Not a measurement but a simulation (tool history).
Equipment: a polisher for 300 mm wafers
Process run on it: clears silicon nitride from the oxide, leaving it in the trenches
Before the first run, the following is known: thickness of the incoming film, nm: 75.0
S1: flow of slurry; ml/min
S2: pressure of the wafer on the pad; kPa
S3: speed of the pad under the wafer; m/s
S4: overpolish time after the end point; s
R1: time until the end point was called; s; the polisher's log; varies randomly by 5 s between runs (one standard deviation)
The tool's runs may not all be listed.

run 1 hour=0.0 | S1=310 S2=13.8 S3=0.88 S4=12 | R1=143.84
run 2 hour=7.4 | S1=375 S2=13.8 S3=0.88 S4=12 | R1=137.99
run 3 hour=12.8 | S1=375 S2=13.1 S3=0.86 S4=12 | R1=154.89
run 4 hour=14.9 | S1=375 S2=13.1 S3=0.66 S4=12 | R1=183.52
run 5 hour=18.2 | S1=375 S2=14.5 S3=0.66 S4=12 | R1=161.41
run 6 hour=23.1 | S1=425 S2=14.5 S3=0.66 S4=12 | R1=161.72
run 7 hour=28.3 | S1=425 S2=13.8 S3=0.66 S4=12 | R1=179.46
run 8 hour=32.2 | S1=425 S2=13.1 S3=0.66 S4=12 | R1=184.76
run 9 hour=38.4 | S1=425 S2=12.4 S3=0.66 S4=12 | R1=189.24
run 10 hour=42.1 | S1=425 S2=11.7 S3=0.64 S4=12 | R1=208.84

Predict the results of run 11:
run 11 hour=47.2 | S1=425 S2=11.0 S3=0.64 S4=12 | R1=?

Run 11 gave R1 226.83 s.
